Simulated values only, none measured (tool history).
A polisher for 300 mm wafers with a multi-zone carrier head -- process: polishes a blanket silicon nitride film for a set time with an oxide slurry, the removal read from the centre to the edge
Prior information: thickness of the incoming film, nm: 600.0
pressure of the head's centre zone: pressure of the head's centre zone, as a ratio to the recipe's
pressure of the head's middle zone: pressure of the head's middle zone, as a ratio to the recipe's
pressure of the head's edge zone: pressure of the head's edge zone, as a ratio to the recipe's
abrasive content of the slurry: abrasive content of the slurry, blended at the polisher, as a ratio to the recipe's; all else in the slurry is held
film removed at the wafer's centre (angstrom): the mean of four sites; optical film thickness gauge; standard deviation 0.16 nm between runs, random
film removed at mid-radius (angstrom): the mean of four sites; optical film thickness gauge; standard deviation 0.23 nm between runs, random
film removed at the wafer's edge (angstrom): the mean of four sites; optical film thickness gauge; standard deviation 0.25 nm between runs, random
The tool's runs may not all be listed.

run,hour,flow of slurry (ml/min),pressure of the head's centre zone,pressure of the head's middle zone,pressure of the head's edge zone,abrasive content of the slurry,polishing time (s),film removed at the wafer's centre (angstrom),film removed at mid-radius (angstrom),film removed at the wafer's edge (angstrom)
1,0.0,205,1.00,1.00,1.00,1.00,59,403.20,391.20,402.27
2,6.8,195,0.95,0.97,1.00,0.85,51,294.90,304.05,316.67
3,9.5,195,0.95,1.03,1.00,0.85,51,300.12,321.65,314.20
4,11.1,185,0.93,0.98,1.00,0.75,46,231.53,254.63,255.11
5,18.2,175,0.92,0.94,1.01,0.70,45,211.00,219.43,243.21
6,25.9,175,0.92,0.94,1.09,0.70,45,217.81,227.98,255.21

Predict the results of run 7:
7,34.4,170,0.90,0.92,1.04,0.65,45,?,?,?

film removed at the wafer's centre (angstrom): 198.54
film removed at mid-radius (angstrom): 204.33
film removed at the wafer's edge (angstrom): 228.35
